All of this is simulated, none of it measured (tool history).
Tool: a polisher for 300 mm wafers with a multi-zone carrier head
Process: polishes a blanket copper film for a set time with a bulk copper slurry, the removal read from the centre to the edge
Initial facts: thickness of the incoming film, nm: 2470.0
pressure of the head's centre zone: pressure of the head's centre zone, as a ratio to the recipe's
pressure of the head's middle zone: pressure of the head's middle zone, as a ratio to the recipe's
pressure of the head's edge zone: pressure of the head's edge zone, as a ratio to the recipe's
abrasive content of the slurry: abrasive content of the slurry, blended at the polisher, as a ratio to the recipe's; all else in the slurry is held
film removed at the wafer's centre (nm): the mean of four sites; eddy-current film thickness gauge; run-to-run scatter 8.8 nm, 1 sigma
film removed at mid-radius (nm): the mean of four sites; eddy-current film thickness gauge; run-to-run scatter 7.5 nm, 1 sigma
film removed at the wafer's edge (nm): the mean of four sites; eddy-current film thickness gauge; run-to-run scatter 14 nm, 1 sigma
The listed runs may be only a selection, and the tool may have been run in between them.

run  hour  flow of slurry (ml/min)  pressure of the head's centre zone  pressure of the head's middle zone  pressure of the head's edge zone  abrasive content of the slurry  polishing time (s)  film removed at the wafer's centre (nm)  film removed at mid-radius (nm)  film removed at the wafer's edge (nm)
  1     0                      200                                   1                                   1                                 1                               1                  77                                    791.8                           839.89                                 871.81
  2   5.6                      220                                1.06                                1.01                              0.99                            1.05                  77                                   851.94                           868.03                                 899.79
  3  12.8                      230                                 1.1                                   1                              0.94                            1.15                  78                                   929.95                           892.21                                 910.43
  4  20.8                      230                                 1.1                                   1                              0.94                            0.95                  78                                   898.81                           862.05                                 849.74
  5  23.6                      230                                 1.1                                   1                              0.94                             0.8                  78                                   858.76                            816.7                                 822.79
  6  31.8                      245                                1.13                                   1                              0.93                             0.9                  79                                    930.7                           860.08                                  839.3
  7  39.8                      250                                1.15                                   1                              0.94                               1                  80                                   988.92                           900.13                                 896.35
     43.4  -- centre zone pressure recalibrated
  8  43.4                      260                                1.16                                   1                              0.94                            1.05                  80                                   1081.2                           910.28                                 929.77
  9  48.5                      265                                1.16                                1.02                              0.94                            1.05                  80                                   1083.8                            928.1                                 915.32

Estimate the outcome of run 10 from the log above:
 10  56.5                      265                                1.15                                1.03                              0.95                            1.05                  80                                        ?                                ?                                      ?

For run 10 the tool returned film removed at the wafer's centre (nm) 1055.7, film removed at mid-radius (nm) 914.71, film removed at the wafer's edge (nm) 927.86.

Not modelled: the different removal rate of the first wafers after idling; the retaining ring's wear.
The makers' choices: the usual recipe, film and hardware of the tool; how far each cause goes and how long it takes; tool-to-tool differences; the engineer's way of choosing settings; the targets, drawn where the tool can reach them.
